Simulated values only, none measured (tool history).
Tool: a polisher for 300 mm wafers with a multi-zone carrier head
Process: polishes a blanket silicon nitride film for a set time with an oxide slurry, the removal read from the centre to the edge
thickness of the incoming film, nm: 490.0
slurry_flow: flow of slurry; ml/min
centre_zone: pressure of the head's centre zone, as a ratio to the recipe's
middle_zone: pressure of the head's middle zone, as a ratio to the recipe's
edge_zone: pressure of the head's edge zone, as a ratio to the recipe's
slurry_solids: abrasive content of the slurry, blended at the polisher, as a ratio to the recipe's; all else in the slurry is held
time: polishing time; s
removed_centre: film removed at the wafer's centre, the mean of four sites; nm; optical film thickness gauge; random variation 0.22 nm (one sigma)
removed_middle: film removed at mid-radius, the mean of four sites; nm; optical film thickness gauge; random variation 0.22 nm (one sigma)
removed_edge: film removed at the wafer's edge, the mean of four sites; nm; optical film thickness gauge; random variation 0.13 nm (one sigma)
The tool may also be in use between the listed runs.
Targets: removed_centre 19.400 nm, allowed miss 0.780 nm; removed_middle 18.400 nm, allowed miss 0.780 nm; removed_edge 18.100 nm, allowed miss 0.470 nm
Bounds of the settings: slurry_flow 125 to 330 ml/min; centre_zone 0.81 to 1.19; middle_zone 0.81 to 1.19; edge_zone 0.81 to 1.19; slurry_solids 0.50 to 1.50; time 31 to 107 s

{"run": 1, "hour": 0.0, "slurry_flow": 210, "centre_zone": 1.0, "middle_zone": 1.0, "edge_zone": 1.0, "slurry_solids": 1.0, "time": 69, "removed_centre": 28.766, "removed_middle": 30.094, "removed_edge": 30.845}
{"run": 2, "hour": 0.6, "slurry_flow": 210, "centre_zone": 1.01, "middle_zone": 0.99, "edge_zone": 0.97, "slurry_solids": 0.9, "time": 65, "removed_centre": 26.83, "removed_middle": 26.675, "removed_edge": 27.201}
{"run": 3, "hour": 2.6, "slurry_flow": 205, "centre_zone": 1.0, "middle_zone": 0.98, "edge_zone": 0.94, "slurry_solids": 0.8, "time": 63, "removed_centre": 23.527, "removed_middle": 24.068, "removed_edge": 24.282}
{"run": 4, "hour": 3.4, "slurry_flow": 255, "centre_zone": 1.0, "middle_zone": 0.98, "edge_zone": 0.94, "slurry_solids": 0.8, "time": 63, "removed_centre": 24.333, "removed_middle": 24.564, "removed_edge": 24.905}
{"run": 5, "hour": 8.9, "slurry_flow": 250, "centre_zone": 1.01, "middle_zone": 0.97, "edge_zone": 0.91, "slurry_solids": 0.75, "time": 62, "removed_centre": 23.234, "removed_middle": 23.389, "removed_edge": 22.85}
{"run": 6, "hour": 14.3, "slurry_flow": 250, "centre_zone": 1.05, "middle_zone": 0.97, "edge_zone": 0.91, "slurry_solids": 0.75, "time": 62, "removed_centre": 24.071, "removed_middle": 22.812, "removed_edge": 23.257}
{"run": 7, "hour": 17.9, "slurry_flow": 245, "centre_zone": 1.05, "middle_zone": 0.96, "edge_zone": 0.89, "slurry_solids": 0.7, "time": 62, "removed_centre": 23.219, "removed_middle": 22.087, "removed_edge": 21.968}
{"run": 8, "hour": 21.0, "slurry_flow": 240, "centre_zone": 1.04, "middle_zone": 0.94, "edge_zone": 0.87, "slurry_solids": 0.65, "time": 62, "removed_centre": 21.843, "removed_middle": 20.616, "removed_edge": 20.972}
{"run": 9, "hour": 29.4, "slurry_flow": 235, "centre_zone": 1.04, "middle_zone": 0.94, "edge_zone": 0.86, "slurry_solids": 0.6, "time": 62, "removed_centre": 21.396, "removed_middle": 19.488, "removed_edge": 19.722}
{"run": 10, "hour": 33.8, "slurry_flow": 220, "centre_zone": 1.03, "middle_zone": 0.94, "edge_zone": 0.85, "slurry_solids": 0.6, "time": 62, "removed_centre": 20.49, "removed_middle": 19.756, "removed_edge": 19.649}
{"run": 11, "hour": 38.1, "slurry_flow": 215, "centre_zone": 1.04, "middle_zone": 0.94, "edge_zone": 0.84, "slurry_solids": 0.6, "time": 62, "removed_centre": 21.044, "removed_middle": 19.624, "removed_edge": 19.556}
{"run": 12, "hour": 44.3, "slurry_flow": 210, "centre_zone": 1.04, "middle_zone": 0.94, "edge_zone": 0.83, "slurry_solids": 0.6, "time": 62, "removed_centre": 20.53, "removed_middle": 19.362, "removed_edge": 19.379}
{"run": 13, "hour": 48.4, "slurry_flow": 205, "centre_zone": 1.04, "middle_zone": 0.94, "edge_zone": 0.83, "slurry_solids": 0.6, "time": 62, "removed_centre": 20.589, "removed_middle": 20.087, "removed_edge": 19.389}
{"run": 14, "hour": 50.3, "slurry_flow": 200, "centre_zone": 1.04, "middle_zone": 0.93, "edge_zone": 0.83, "slurry_solids": 0.6, "time": 62, "removed_centre": 20.752, "removed_middle": 19.76, "removed_edge": 19.241}
{"run": 15, "hour": 51.1, "slurry_flow": 200, "centre_zone": 1.04, "middle_zone": 0.93, "edge_zone": 0.83, "slurry_solids": 0.6, "time": 62, "removed_centre": 20.672, "removed_middle": 19.436, "removed_edge": 19.524}

Which of these 4 next moves meets every target?
{"run": "A", "hour": 51.9, "slurry_flow": 140, "centre_zone": 0.93, "middle_zone": 0.84, "edge_zone": 0.81, "slurry_solids": 0.6, "time": 67, "removed_centre": "?", "removed_middle": "?", "removed_edge": "?"}
{"run": "B", "hour": 51.9, "slurry_flow": 285, "centre_zone": 1.02, "middle_zone": 0.93, "edge_zone": 0.81, "slurry_solids": 0.5, "time": 64, "removed_centre": "?", "removed_middle": "?", "removed_edge": "?"}
{"run": "C", "hour": 51.9, "slurry_flow": 235, "centre_zone": 0.94, "middle_zone": 0.86, "edge_zone": 0.9, "slurry_solids": 0.65, "time": 62, "removed_centre": "?", "removed_middle": "?", "removed_edge": "?"}
{"run": "D", "hour": 51.9, "slurry_flow": 180, "centre_zone": 0.98, "middle_zone": 0.95, "edge_zone": 0.84, "slurry_solids": 0.65, "time": 61, "removed_centre": "?", "removed_middle": "?", "removed_edge": "?"}

move=A removed_centre=19.273 removed_middle=18.452 removed_edge=19.997
move=B removed_centre=19.573 removed_middle=18.392 removed_edge=17.972
move=C removed_centre=20.066 removed_middle=19.241 removed_edge=21.122
move=D removed_centre=20.001 removed_middle=20.023 removed_edge=19.737
A: further off than the last run
B: meets every target
C: further off than the last run
D: further off than the last run
The right move is B.

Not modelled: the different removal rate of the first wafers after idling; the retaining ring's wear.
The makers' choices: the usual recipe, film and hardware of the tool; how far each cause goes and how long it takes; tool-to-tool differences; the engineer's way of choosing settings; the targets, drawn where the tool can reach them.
